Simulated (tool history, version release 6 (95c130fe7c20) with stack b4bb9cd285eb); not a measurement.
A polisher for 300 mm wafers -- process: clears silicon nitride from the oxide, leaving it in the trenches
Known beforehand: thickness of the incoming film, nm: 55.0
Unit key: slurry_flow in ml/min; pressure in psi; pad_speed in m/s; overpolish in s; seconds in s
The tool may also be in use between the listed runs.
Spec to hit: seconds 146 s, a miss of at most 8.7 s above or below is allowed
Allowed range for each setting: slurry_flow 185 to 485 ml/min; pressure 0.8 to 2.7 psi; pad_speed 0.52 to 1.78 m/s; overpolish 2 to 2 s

run,hour,slurry_flow,pressure,pad_speed,overpolish,seconds
1,0,310,1.7,1.14,2,72.618
2,4.7,310,1.7,1.02,2,80.224
3,10.9,310,2,1.02,2,66.764
4,18.9,280,2,1.02,2,68.448
5,21.8,280,1.6,0.98,2,90.325
6,26.3,205,1.6,0.98,2,90.202
7,27.7,205,1.4,0.96,2,109.06
8,32.8,205,1.3,0.96,2,112.83
9,40.6,205,1.2,0.96,2,121.74
10,42.1,205,1.1,0.96,2,134.77

4 candidate next runs follow, results not yet known. Just one meets every target within its allowed miss. Identify it.
A,43.6,245,0.8,1.46,2,?
B,43.6,185,1.2,0.96,2,?
C,43.6,185,1.1,0.86,2,?
D,43.6,215,1.3,0.82,2,?

move,seconds
A,117.1
B,122.36
C,147.4
D,129.1
A: misses by more than the last run did
B: misses by more than the last run did
C: every result within its allowed miss
D: misses by more than the last run did
C is the move that brings every result within its allowed miss.
